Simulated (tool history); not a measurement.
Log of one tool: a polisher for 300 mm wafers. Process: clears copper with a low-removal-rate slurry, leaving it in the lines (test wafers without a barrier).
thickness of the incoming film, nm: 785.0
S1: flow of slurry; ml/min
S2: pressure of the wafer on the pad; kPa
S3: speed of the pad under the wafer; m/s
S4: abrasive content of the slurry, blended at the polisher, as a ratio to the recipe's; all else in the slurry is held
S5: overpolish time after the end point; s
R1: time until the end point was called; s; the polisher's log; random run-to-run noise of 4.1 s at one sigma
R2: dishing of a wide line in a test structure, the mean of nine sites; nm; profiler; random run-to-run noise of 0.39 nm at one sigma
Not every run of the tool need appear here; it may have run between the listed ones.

run 1 day=0.000 | S1=265 S2=28.3 S3=1.34 S4=1.0 S5=14 | R1=180.58 R2=44.102
run 2 day=0.279 | S1=265 S2=28.3 S3=1.34 S4=1.0 S5=11 | R1=180.33 R2=35.880
run 3 day=0.617 | S1=300 S2=28.3 S3=1.34 S4=1.0 S5=11 | R1=177.75 R2=35.820
run 4 day=0.708 | S1=300 S2=22.8 S3=1.34 S4=1.0 S5=11 | R1=218.18 R2=29.848
run 5 day=1.004 | S1=270 S2=22.8 S3=1.34 S4=1.0 S5=11 | R1=220.68 R2=30.024
run 6 day=1.254 | S1=270 S2=22.8 S3=1.34 S4=1.0 S5=16 | R1=218.71 R2=40.365
run 7 day=1.371 | S1=265 S2=20.7 S3=1.28 S4=1.0 S5=17 | R1=250.86 R2=38.332
run 8 day=1.646 | S1=260 S2=19.3 S3=1.26 S4=1.0 S5=18 | R1=272.63 R2=37.652
run 9 day=1.792 | S1=255 S2=17.9 S3=1.24 S4=1.0 S5=19 | R1=298.70 R2=36.504
run 10 day=1.842 | S1=245 S2=17.2 S3=1.24 S4=1.0 S5=19 | R1=303.50 R2=34.376
run 11 day=1.904 | S1=235 S2=16.5 S3=1.24 S4=1.0 S5=20 | R1=326.81 R2=34.682
run 12 day=2.162 | S1=220 S2=16.5 S3=1.24 S4=1.0 S5=20 | R1=325.59 R2=34.186
run 13 day=2.238 | S1=210 S2=16.5 S3=1.24 S4=1.0 S5=21 | R1=336.64 R2=35.354
run 14 day=2.321 | S1=200 S2=16.5 S3=1.24 S4=1.0 S5=21 | R1=327.30 R2=35.899
run 15 day=2.392 | S1=195 S2=15.9 S3=1.24 S4=1.0 S5=21 | R1=346.13 R2=34.323
run 16 day=2.492 | S1=190 S2=15.9 S3=1.24 S4=1.0 S5=21 | R1=347.44 R2=33.831
run 17 day=2.767 | S1=185 S2=15.9 S3=1.24 S4=1.0 S5=21 | R1=353.18 R2=33.703

For run 18, what comes out?
run 18 day=3.033 | S1=180 S2=15.9 S3=1.24 S4=1.0 S5=21 | R1=? R2=?

Run 18 produced R1 350.98 s, R2 33.895 nm.
